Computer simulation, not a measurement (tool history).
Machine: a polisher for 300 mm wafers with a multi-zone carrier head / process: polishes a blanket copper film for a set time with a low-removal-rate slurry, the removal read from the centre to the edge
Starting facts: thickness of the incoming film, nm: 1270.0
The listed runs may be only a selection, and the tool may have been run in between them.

run	hour	flow of slurry (ml/min)	pressure of the head's centre zone	pressure of the head's middle zone	pressure of the head's edge zone	abrasive content of the slurry	polishing time (s)	film removed at the wafer's centre (nm)	film removed at mid-radius (nm)	film removed at the wafer's edge (nm)
1	0.0	240	1.00	1.00	1.00	1.00	87	297.22	299.52	301.76
2	6.7	235	0.98	1.00	0.99	0.95	83	268.13	281.20	291.95
3	13.4	245	0.98	1.02	0.98	0.90	77	249.43	264.76	267.84
4	19.7	250	0.97	1.03	0.97	0.85	73	234.72	252.03	246.89
5	23.6	250	0.97	1.03	0.97	0.75	73	230.77	246.86	243.35
6	31.6	250	0.97	1.07	0.97	0.75	73	229.04	255.56	241.24
7	38.3	250	0.95	1.06	0.96	0.70	70	213.95	239.36	231.07
8	42.0	250	0.94	1.06	0.95	0.65	68	205.13	228.38	223.01
9	48.4	205	0.84	1.04	0.85	0.50	52	128.39	165.06	148.18

Run 10, settings as shown, results not yet in. Your forecast:
10	51.2	220	0.84	1.04	0.86	0.50	52	?	?	?

{"run 10": {"film removed at the wafer's centre (nm)": 134.68, "film removed at mid-radius (nm)": 163.66, "film removed at the wafer's edge (nm)": 151.87}}

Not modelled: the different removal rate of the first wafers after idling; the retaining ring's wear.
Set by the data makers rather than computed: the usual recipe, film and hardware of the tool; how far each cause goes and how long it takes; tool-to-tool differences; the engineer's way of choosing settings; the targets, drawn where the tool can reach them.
